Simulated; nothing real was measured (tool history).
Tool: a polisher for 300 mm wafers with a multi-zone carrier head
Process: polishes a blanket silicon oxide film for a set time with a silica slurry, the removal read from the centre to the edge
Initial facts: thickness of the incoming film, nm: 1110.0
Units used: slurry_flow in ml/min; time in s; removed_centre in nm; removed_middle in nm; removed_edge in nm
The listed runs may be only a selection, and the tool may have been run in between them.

| run | day | slurry_flow | centre_zone | middle_zone | edge_zone | slurry_solids | time | removed_centre | removed_middle | removed_edge |
|---|---|---|---|---|---|---|---|---|---|---|
| 1 | 0 | 145 | 1 | 1 | 1 | 1 | 70 | 264.03 | 273.06 | 276.49 |
| 2 | 0.296 | 145 | 1 | 1 | 1 | 1 | 58 | 221.51 | 220.6 | 228.98 |
| 3 | 0.392 | 145 | 1 | 1 | 1.08 | 1 | 58 | 220.29 | 226.03 | 238.46 |
| 4 | 0.542 | 145 | 1 | 0.94 | 1.08 | 1 | 58 | 218.68 | 212.26 | 236.57 |
| 5 | 0.629 | 175 | 1 | 0.94 | 1.08 | 1 | 58 | 237.24 | 224.45 | 249.49 |
| 6 | 0.833 | 205 | 1 | 0.94 | 1.08 | 1 | 58 | 244.37 | 228.74 | 252.41 |
| 7 | 1.021 | 205 | 1 | 0.98 | 1.1 | 1.05 | 58 | 249.95 | 243.5 | 262.04 |
| 8 | 1.146 | 210 | 1 | 1.01 | 1.12 | 1.05 | 58 | 245.89 | 250.37 | 265.31 |
| 9 | 1.271 | 215 | 1.01 | 1.04 | 1.12 | 1.1 | 58 | 261.62 | 266.52 | 272.08 |

Run 10, settings as shown, results not yet in. Your forecast:
| 10 | 1.517 | 220 | 0.97 | 1.1 | 1.17 | 1.1 | 58 | ? | ? | ? |

{"run 10": {"removed_centre": 254.05, "removed_middle": 279.89, "removed_edge": 280.76}}

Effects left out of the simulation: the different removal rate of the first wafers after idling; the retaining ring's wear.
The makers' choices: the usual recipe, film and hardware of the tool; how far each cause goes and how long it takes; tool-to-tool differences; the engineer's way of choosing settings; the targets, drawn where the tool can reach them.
